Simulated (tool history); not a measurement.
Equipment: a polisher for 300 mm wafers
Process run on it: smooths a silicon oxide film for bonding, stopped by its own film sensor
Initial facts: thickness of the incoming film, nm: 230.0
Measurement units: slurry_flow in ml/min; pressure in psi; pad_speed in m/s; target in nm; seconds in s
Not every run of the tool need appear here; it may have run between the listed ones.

run 1 hour=0.0 | slurry_flow=205 pressure=2.3 pad_speed=0.78 slurry_solids=1.0 target=173 | seconds=99.710
run 2 hour=7.4 | slurry_flow=205 pressure=2.5 pad_speed=0.78 slurry_solids=1.0 target=173 | seconds=95.175
run 3 hour=8.7 | slurry_flow=205 pressure=2.5 pad_speed=0.94 slurry_solids=1.0 target=173 | seconds=83.235
run 4 hour=9.9 | slurry_flow=205 pressure=2.5 pad_speed=0.94 slurry_solids=0.9 target=173 | seconds=89.136
run 5 hour=10.5 | slurry_flow=205 pressure=2.7 pad_speed=0.94 slurry_solids=0.9 target=173 | seconds=81.166
run 6 hour=14.0 | slurry_flow=205 pressure=2.8 pad_speed=0.94 slurry_solids=0.9 target=173 | seconds=80.140

Run 7 has not been measured yet. What should we expect?
run 7 hour=21.0 | slurry_flow=205 pressure=2.9 pad_speed=0.94 slurry_solids=0.9 target=173 | seconds=?

Run 7 produced seconds 76.839 s.
